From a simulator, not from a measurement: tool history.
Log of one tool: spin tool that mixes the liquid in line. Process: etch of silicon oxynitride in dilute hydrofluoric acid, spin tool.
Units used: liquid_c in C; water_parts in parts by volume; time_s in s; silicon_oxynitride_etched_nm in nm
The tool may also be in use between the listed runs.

{"run": 1, "day": 0.0, "liquid_c": 22, "water_parts": 135, "time_s": 80, "silicon_oxynitride_etched_nm": 0.67662}
{"run": 2, "day": 0.233, "liquid_c": 24, "water_parts": 115, "time_s": 80, "silicon_oxynitride_etched_nm": 0.86375}
{"run": 3, "day": 0.6, "liquid_c": 27, "water_parts": 115, "time_s": 80, "silicon_oxynitride_etched_nm": 0.98452}
{"run": 4, "day": 0.75, "liquid_c": 27, "water_parts": 90, "time_s": 80, "silicon_oxynitride_etched_nm": 1.2971}
{"run": 5, "day": 1.125, "liquid_c": 27.5, "water_parts": 85, "time_s": 80, "silicon_oxynitride_etched_nm": 1.4816}
{"run": 6, "day": 1.479, "liquid_c": 27.5, "water_parts": 85, "time_s": 60, "silicon_oxynitride_etched_nm": 1.1119}

Forecast run 7:
{"run": 7, "day": 1.617, "liquid_c": 28, "water_parts": 75, "time_s": 60, "silicon_oxynitride_etched_nm": "?"}

silicon_oxynitride_etched_nm: 1.2965 nm
